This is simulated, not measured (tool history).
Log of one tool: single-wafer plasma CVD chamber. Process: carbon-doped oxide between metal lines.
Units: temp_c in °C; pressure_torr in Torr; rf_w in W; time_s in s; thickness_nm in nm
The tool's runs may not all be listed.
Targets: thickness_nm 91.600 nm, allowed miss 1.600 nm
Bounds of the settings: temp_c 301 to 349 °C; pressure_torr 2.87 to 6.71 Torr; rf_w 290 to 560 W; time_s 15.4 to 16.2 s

Run 1, hour 0.0: temp_c 325 °C, pressure_torr 4.79 Torr, rf_w 425 W, time_s 16.2 s. Result: thickness_nm 83.178 nm.
Run 2, hour 2.4: temp_c 322 °C, pressure_torr 4.93 Torr, rf_w 425 W, time_s 16.2 s. Result: thickness_nm 84.605 nm.
Run 3, hour 7.3: temp_c 317 °C, pressure_torr 4.93 Torr, rf_w 425 W, time_s 16.2 s. Result: thickness_nm 86.911 nm.
Run 4, hour 15.1: temp_c 315 °C, pressure_torr 4.98 Torr, rf_w 425 W, time_s 16.2 s. Result: thickness_nm 87.680 nm.
Run 5, hour 17.9: temp_c 314 °C, pressure_torr 5.02 Torr, rf_w 425 W, time_s 16.2 s. Result: thickness_nm 88.465 nm.
Run 6, hour 26.5: temp_c 314 °C, pressure_torr 4.56 Torr, rf_w 425 W, time_s 16.2 s. Result: thickness_nm 86.040 nm.
Run 7, hour 30.8: temp_c 304 °C, pressure_torr 5.13 Torr, rf_w 430 W, time_s 16.2 s. Result: thickness_nm 94.167 nm.
Run 8, hour 39.2: temp_c 305 °C, pressure_torr 5.11 Torr, rf_w 430 W, time_s 16.2 s. Result: thickness_nm 93.822 nm.
Run 9, hour 45.9: temp_c 310 °C, pressure_torr 4.90 Torr, rf_w 425 W, time_s 16.2 s. Result: thickness_nm 89.334 nm.
Run 10, hour 53.8: temp_c 310 °C, pressure_torr 4.90 Torr, rf_w 425 W, time_s 16.2 s. Result: thickness_nm 89.260 nm.

5 next moves are on the table. One of them brings every result within its allowed miss. Which?
Run A, hour 61.7: temp_c 307 °C, pressure_torr 5.25 Torr, rf_w 400 W, time_s 16.2 s. Result: thickness_nm ?.
Run B, hour 61.7: temp_c 302 °C, pressure_torr 4.55 Torr, rf_w 420 W, time_s 15.6 s. Result: thickness_nm ?.
Run C, hour 61.7: temp_c 315 °C, pressure_torr 5.13 Torr, rf_w 440 W, time_s 15.7 s. Result: thickness_nm ?.
Run D, hour 61.7: temp_c 312 °C, pressure_torr 4.82 Torr, rf_w 420 W, time_s 16.2 s. Result: thickness_nm ?.
Run E, hour 61.7: temp_c 310 °C, pressure_torr 5.06 Torr, rf_w 430 W, time_s 16.2 s. Result: thickness_nm ?.

move  thickness_nm
   A        87.666
   B        87.795
   C        88.476
   D        87.748
   E        91.359
A: further off than the last run
B: further off than the last run
C: further off than the last run
D: further off than the last run
E: meets every target
The right move is E.

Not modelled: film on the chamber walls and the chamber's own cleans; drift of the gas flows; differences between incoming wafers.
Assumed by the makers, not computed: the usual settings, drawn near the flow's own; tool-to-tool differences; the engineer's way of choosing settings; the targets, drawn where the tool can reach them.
